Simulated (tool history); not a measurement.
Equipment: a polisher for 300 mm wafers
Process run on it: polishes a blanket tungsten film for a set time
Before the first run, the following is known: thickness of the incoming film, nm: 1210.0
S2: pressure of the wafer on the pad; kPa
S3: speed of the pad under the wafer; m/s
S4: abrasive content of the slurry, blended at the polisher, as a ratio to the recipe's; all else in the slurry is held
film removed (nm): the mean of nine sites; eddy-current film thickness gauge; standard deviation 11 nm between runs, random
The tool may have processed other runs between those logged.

run 1 hour=0.0 | flow_of_slurry_(ml/min)=240 S2=29.0 S3=0.92 S4=1.0 polishing_time_(s)=109 | film_removed_(nm)=657.31
run 2 hour=7.9 | flow_of_slurry_(ml/min)=240 S2=29.0 S3=0.74 S4=1.0 polishing_time_(s)=109 | film_removed_(nm)=535.21
run 3 hour=14.7 | flow_of_slurry_(ml/min)=240 S2=29.0 S3=0.74 S4=1.0 polishing_time_(s)=114 | film_removed_(nm)=554.32
run 4 hour=23.5 | flow_of_slurry_(ml/min)=270 S2=29.0 S3=0.74 S4=1.0 polishing_time_(s)=114 | film_removed_(nm)=549.16
run 5 hour=32.1 | flow_of_slurry_(ml/min)=270 S2=32.4 S3=0.74 S4=1.0 polishing_time_(s)=114 | film_removed_(nm)=607.48
run 6 hour=41.0 | flow_of_slurry_(ml/min)=270 S2=35.2 S3=0.74 S4=1.0 polishing_time_(s)=114 | film_removed_(nm)=644.59
run 7 hour=42.9 | flow_of_slurry_(ml/min)=270 S2=37.9 S3=0.74 S4=1.0 polishing_time_(s)=114 | film_removed_(nm)=677.71
run 8 hour=48.7 | flow_of_slurry_(ml/min)=270 S2=40.0 S3=0.76 S4=1.0 polishing_time_(s)=114 | film_removed_(nm)=730.98
run 9 hour=53.7 | flow_of_slurry_(ml/min)=270 S2=41.4 S3=0.76 S4=1.0 polishing_time_(s)=114 | film_removed_(nm)=772.08
run 10 hour=57.4 | flow_of_slurry_(ml/min)=270 S2=42.1 S3=0.76 S4=1.0 polishing_time_(s)=114 | film_removed_(nm)=766.03

Predict the results of run 11:
run 11 hour=58.5 | flow_of_slurry_(ml/min)=270 S2=42.7 S3=0.76 S4=1.0 polishing_time_(s)=114 | film_removed_(nm)=?

film removed (nm): 797.02

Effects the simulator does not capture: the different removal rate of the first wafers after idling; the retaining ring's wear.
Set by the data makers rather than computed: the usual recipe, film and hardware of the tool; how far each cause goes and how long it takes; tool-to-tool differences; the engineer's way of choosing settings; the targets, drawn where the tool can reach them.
